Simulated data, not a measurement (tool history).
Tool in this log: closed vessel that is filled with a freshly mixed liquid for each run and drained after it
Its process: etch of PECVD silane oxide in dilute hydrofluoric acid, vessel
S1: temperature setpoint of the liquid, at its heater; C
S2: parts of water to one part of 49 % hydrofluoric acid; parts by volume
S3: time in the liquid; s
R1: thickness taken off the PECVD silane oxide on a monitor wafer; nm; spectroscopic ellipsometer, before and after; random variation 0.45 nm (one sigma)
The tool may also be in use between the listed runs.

run 1 hour=0 | S1=24 S2=95 S3=225 | R1=81.062
run 2 hour=2.1 | S1=24 S2=95 S3=225 | R1=79.612
run 3 hour=6.8 | S1=24 S2=95 S3=245 | R1=87.71
run 4 hour=10.2 | S1=21 S2=95 S3=245 | R1=78.187
run 5 hour=10.8 | S1=21 S2=120 S3=245 | R1=60.215
run 6 hour=16.3 | S1=20 S2=125 S3=245 | R1=55.03
run 7 hour=24.7 | S1=19.5 S2=125 S3=245 | R1=54.15
run 8 hour=26.4 | S1=19 S2=125 S3=245 | R1=52.682
run 9 hour=28.5 | S1=19 S2=125 S3=245 | R1=53.305
run 10 hour=36.9 | S1=18.5 S2=125 S3=245 | R1=52.391

What does the tool deliver on the next run?
run 11 hour=39.8 | S1=18 S2=125 S3=245 | R1=?

{"run 11": {"R1": 51.878}}
